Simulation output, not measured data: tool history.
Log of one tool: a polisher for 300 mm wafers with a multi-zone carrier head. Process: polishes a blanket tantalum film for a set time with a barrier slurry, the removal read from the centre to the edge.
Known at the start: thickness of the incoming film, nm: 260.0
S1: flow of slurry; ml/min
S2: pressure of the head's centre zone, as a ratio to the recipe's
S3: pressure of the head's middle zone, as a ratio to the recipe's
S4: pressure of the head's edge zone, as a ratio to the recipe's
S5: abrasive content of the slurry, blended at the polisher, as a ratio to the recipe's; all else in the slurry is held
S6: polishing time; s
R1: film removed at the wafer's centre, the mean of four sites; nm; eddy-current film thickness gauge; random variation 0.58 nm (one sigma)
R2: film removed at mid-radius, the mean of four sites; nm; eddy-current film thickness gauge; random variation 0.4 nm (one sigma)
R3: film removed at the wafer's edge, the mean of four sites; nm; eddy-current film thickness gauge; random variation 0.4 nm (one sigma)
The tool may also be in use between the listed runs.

run 1 hour=0 | S1=250 S2=1 S3=1 S4=1 S5=1 S6=90 | R1=68.962 R2=67.575 R3=71.032
run 2 hour=6.2 | S1=250 S2=1 S3=1 S4=1 S5=1 S6=77 | R1=58.089 R2=58.342 R3=60.328
run 3 hour=14 | S1=240 S2=1 S3=0.95 S4=0.96 S5=0.95 S6=77 | R1=57.987 R2=54.077 R3=58.265
run 4 hour=16 | S1=230 S2=0.99 S3=0.93 S4=0.93 S5=0.9 S6=77 | R1=55.746 R2=52.979 R3=56.581
run 5 hour=18.3 | S1=230 S2=0.99 S3=0.93 S4=0.93 S5=0.9 S6=94 | R1=69.977 R2=64.039 R3=69.77
run 6 hour=23.6 | S1=225 S2=0.99 S3=0.91 S4=0.9 S5=0.8 S6=91 | R1=63.473 R2=58.619 R3=63.62
run 7 hour=25.7 | S1=220 S2=1 S3=0.89 S4=0.88 S5=0.7 S6=90 | R1=59.375 R2=54.277 R3=59.364

Run 8 comes next. What will it give?
run 8 hour=34.4 | S1=215 S2=1.01 S3=0.88 S4=0.86 S5=0.65 S6=90 | R1=? R2=? R3=?

{"run 8": {"R1": 58.567, "R2": 52.269, "R3": 56.388}}
